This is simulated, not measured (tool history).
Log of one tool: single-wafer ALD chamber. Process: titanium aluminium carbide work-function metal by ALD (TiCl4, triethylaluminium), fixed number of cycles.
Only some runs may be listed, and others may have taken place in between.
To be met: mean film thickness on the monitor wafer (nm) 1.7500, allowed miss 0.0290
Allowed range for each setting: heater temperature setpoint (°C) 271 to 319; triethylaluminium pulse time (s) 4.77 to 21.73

| run | hour | heater temperature setpoint (°C) | triethylaluminium pulse time (s) | mean film thickness on the monitor wafer (nm) |
|---|---|---|---|---|
| 1 | 0.0 | 295 | 13.25 | 2.2004 |
| 2 | 7.2 | 304 | 13.25 | 2.2673 |
| 3 | 16.2 | 304 | 14.98 | 2.2937 |
| 4 | 23.2 | 304 | 18.64 | 2.3077 |
| 5 | 29.0 | 296 | 15.12 | 2.2292 |
| 6 | 36.9 | 291 | 15.12 | 2.1909 |
| 7 | 39.9 | 286 | 12.50 | 2.1342 |
| 8 | 46.2 | 286 | 12.50 | 2.1376 |
|  | 47.8 | thermocouple changed; heater temperature recalibrated |
| 9 | 47.8 | 282 | 10.54 | 1.9951 |
| 10 | 54.7 | 279 | 9.09 | 1.8927 |
| 11 | 59.9 | 277 | 8.47 | 1.8111 |

Exercise: of the 4 proposed moves below, exactly one satisfies all targets within the stated allowed misses. Which move is it?
| A | 65.1 | 271 | 8.81 | ? |
| B | 65.1 | 275 | 9.02 | ? |
| C | 65.1 | 271 | 8.18 | ? |
| D | 65.1 | 271 | 9.02 | ? |

| move | mean film thickness on the monitor wafer (nm) |
|---|---|
| A | 1.8137 |
| B | 1.8628 |
| C | 1.7460 |
| D | 1.8320 |
A: just as far off the targets as the last run
B: further off than the last run
C: hits every target within its allowed miss
D: further off than the last run
The right move is C.
